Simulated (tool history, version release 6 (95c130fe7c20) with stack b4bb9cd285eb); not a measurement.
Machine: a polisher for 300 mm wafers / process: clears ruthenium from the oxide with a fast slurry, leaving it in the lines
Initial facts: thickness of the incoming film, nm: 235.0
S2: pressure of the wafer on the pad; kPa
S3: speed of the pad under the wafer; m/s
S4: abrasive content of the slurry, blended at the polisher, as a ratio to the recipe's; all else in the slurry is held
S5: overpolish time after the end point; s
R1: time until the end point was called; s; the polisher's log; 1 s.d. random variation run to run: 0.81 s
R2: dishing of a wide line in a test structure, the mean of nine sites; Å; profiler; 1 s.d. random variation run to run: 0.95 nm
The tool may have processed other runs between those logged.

{"run": 1, "hour": 0.0, "flow of slurry (ml/min)": 290, "S2": 14.5, "S3": 0.86, "S4": 1, "S5": 18, "R1": 107.33, "R2": 332.71}
{"run": 2, "hour": 0.9, "flow of slurry (ml/min)": 290, "S2": 15.2, "S3": 0.86, "S4": 1, "S5": 19, "R1": 99.36, "R2": 352.57}
{"run": 3, "hour": 4.5, "flow of slurry (ml/min)": 290, "S2": 17.2, "S3": 0.86, "S4": 1, "S5": 19, "R1": 89.061, "R2": 403.71}
{"run": 4, "hour": 6.0, "flow of slurry (ml/min)": 230, "S2": 17.2, "S3": 0.86, "S4": 1, "S5": 19, "R1": 89.119, "R2": 394.24}
{"run": 5, "hour": 7.5, "flow of slurry (ml/min)": 230, "S2": 17.2, "S3": 0.86, "S4": 1.15, "S5": 19, "R1": 87.195, "R2": 406.36}
{"run": 6, "hour": 8.5, "flow of slurry (ml/min)": 230, "S2": 15.2, "S3": 0.86, "S4": 1.15, "S5": 19, "R1": 96.927, "R2": 361.07}

Estimate the outcome of run 7 from the log above:
{"run": 7, "hour": 17.0, "flow of slurry (ml/min)": 230, "S2": 15.9, "S3": 0.86, "S4": 1.15, "S5": 20, "R1": "?", "R2": "?"}

{"run 7": {"R1": 93.613, "R2": 400.38}}

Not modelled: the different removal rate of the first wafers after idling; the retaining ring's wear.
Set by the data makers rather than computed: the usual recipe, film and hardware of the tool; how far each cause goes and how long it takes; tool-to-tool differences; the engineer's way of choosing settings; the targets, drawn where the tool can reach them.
